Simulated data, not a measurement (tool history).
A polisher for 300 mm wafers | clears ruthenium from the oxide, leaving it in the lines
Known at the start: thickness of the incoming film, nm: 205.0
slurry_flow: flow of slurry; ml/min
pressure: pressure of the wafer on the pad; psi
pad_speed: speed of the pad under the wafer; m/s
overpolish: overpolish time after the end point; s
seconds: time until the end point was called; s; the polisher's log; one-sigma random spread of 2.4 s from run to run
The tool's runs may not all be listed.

Run 1, hour 0.0: slurry_flow 285 ml/min, pressure 2.4 psi, pad_speed 1.24 m/s, overpolish 35 s. Result: seconds 116.97 s.
Run 2, hour 7.8: slurry_flow 245 ml/min, pressure 2.4 psi, pad_speed 1.24 m/s, overpolish 35 s. Result: seconds 116.82 s.
Run 3, hour 12.8: slurry_flow 245 ml/min, pressure 2.4 psi, pad_speed 1.42 m/s, overpolish 35 s. Result: seconds 103.99 s.
Run 4, hour 19.9: slurry_flow 300 ml/min, pressure 2.4 psi, pad_speed 1.42 m/s, overpolish 35 s. Result: seconds 103.38 s.
Run 5, hour 23.3: slurry_flow 235 ml/min, pressure 2.4 psi, pad_speed 1.42 m/s, overpolish 35 s. Result: seconds 102.57 s.
Run 6, hour 26.1: slurry_flow 235 ml/min, pressure 2.0 psi, pad_speed 1.36 m/s, overpolish 35 s. Result: seconds 127.44 s.
Run 7, hour 29.3: slurry_flow 235 ml/min, pressure 1.7 psi, pad_speed 1.32 m/s, overpolish 35 s. Result: seconds 147.37 s.
Run 8, hour 34.6: slurry_flow 235 ml/min, pressure 1.5 psi, pad_speed 1.30 m/s, overpolish 35 s. Result: seconds 168.32 s.

For run 9, what comes out?
Run 9, hour 35.3: slurry_flow 235 ml/min, pressure 1.4 psi, pad_speed 1.30 m/s, overpolish 35 s. Result: seconds ?.

seconds: 170.39 s

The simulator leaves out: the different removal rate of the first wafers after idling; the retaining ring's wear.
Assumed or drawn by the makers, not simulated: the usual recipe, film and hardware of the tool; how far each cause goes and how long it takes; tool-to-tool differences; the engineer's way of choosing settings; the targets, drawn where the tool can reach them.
